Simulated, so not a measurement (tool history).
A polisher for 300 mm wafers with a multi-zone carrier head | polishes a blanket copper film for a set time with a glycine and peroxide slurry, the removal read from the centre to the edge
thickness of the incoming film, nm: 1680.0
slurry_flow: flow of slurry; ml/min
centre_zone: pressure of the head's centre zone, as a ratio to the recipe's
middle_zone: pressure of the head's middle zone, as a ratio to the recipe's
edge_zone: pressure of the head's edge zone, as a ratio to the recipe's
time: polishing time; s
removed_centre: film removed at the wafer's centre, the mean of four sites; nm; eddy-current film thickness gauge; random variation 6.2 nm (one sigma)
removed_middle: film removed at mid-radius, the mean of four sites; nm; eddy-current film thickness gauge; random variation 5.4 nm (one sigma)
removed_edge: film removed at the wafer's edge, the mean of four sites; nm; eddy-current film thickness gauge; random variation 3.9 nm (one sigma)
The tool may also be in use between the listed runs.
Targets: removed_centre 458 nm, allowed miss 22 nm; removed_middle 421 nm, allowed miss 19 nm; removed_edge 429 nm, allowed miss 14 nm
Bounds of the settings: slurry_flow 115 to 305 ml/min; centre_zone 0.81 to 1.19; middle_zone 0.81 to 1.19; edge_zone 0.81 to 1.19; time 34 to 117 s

run	hour	slurry_flow	centre_zone	middle_zone	edge_zone	time	removed_centre	removed_middle	removed_edge
1	0	195	1	1	1	75	506.11	560.54	594.83
2	7.4	195	1.02	0.99	0.98	72	508.4	531.7	564.77
3	13.4	195	1.02	1.06	0.98	72	488.57	576.9	560.67
4	14.5	190	1.03	1.05	0.96	70	490.78	553.16	531.68
5	19.7	185	1.03	1.03	0.94	69	472.98	516.46	528.41
6	26.8	185	1.03	1.03	0.94	62	431.48	475.71	464.53
7	34.2	180	1.04	1.02	0.93	62	425.47	467.33	468.67
8	35.5	180	1.06	1.01	0.92	61	438.32	460.93	457.42
9	43.9	180	1.07	1	0.91	61	435.19	447.36	453.31

Which of these 5 next moves meets every target?
A	52.3	120	1.07	0.96	0.88	63	?	?	?
B	52.3	155	1.05	0.84	0.86	69	?	?	?
C	52.3	175	0.88	1.05	0.95	63	?	?	?
D	52.3	220	1.16	0.95	0.89	57	?	?	?
E	52.3	185	1.05	1.05	0.89	64	?	?	?

move	removed_centre	removed_middle	removed_edge
A	402.33	410.18	434.15
B	464.96	429.1	493.41
C	366.51	484.04	478.67
D	454.72	417.27	432.58
E	448.82	496.31	475.29
A: brings the result that was furthest off to its target, and leaves another outside
B: further off than the last run
C: further off than the last run
D: meets every target
E: further off than the last run
Move D is the one to make.
